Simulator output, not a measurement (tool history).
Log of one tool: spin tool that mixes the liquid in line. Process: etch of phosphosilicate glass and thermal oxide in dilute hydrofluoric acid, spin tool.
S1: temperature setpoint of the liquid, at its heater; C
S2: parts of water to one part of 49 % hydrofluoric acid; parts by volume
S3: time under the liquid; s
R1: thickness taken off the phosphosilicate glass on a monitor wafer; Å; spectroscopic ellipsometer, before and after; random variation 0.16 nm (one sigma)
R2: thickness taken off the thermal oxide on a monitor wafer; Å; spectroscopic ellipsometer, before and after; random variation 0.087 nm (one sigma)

run,day,S1,S2,S3,R1,R2
1,0,26,185,45,163.02,11.392
2,0.288,26,230,45,125.07,8.6532
3,0.592,26,230,60,165.88,11.73
4,0.917,27.5,210,60,196.61,14.519
5,0.996,28.5,190,60,230.51,15.944
6,1.288,28.5,190,55,209.2,15.326
7,1.596,29.5,170,55,250.33,17.414
8,1.933,30.5,160,55,280.23,19.853
9,2.288,30.5,160,55,280.25,20.998
10,2.346,34,110,55,495.93,36.76

Run 11 comes next. What will it give?
11,2.5,33.5,110,55,?,?

R1: 483.9 Å
R2: 35.269 Å
